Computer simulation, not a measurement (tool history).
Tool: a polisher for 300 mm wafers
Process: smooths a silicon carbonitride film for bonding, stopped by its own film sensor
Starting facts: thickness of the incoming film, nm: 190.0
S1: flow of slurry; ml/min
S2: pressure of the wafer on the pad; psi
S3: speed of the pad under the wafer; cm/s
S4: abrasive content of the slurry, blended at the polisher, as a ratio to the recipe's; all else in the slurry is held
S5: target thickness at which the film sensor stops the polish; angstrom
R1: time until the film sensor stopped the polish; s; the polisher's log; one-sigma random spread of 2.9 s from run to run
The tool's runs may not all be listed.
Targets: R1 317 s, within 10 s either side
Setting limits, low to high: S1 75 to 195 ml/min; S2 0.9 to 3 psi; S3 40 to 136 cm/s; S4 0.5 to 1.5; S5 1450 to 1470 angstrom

run	hour	S1	S2	S3	S4	S5	R1
1	0	125	1.9	88	1	1470	182.66
2	5.3	125	1.9	88	1.1	1470	174.86
3	13	125	1.9	88	1.2	1470	165.18
4	18.5	120	1.6	86	1.2	1470	194.98
5	23.7	115	1.4	82	1.2	1470	225.95
6	30.4	115	1.4	82	1.4	1470	209.58
7	32.8	95	0.9	68	1.4	1470	349.76
8	40.8	100	0.9	68	1.4	1470	344.27
9	43.2	105	0.9	68	1.4	1470	337.24
10	46	110	0.9	68	1.4	1470	337.14

Which of these 5 next moves meets every target?
A	48.8	90	1.3	62	1.2	1470	?
B	48.8	90	1	70	1.35	1450	?
C	48.8	130	1.1	54	1.5	1460	?
D	48.8	115	0.9	68	1.4	1450	?
E	48.8	100	1	64	1.4	1450	?

move	R1
A	314.9
B	338.16
C	334.13
D	340.95
E	347.16
A: every result within its allowed miss
B: further off than the last run
C: nearer than the last run, and not there yet
D: further off than the last run
E: further off than the last run
A meets every target.

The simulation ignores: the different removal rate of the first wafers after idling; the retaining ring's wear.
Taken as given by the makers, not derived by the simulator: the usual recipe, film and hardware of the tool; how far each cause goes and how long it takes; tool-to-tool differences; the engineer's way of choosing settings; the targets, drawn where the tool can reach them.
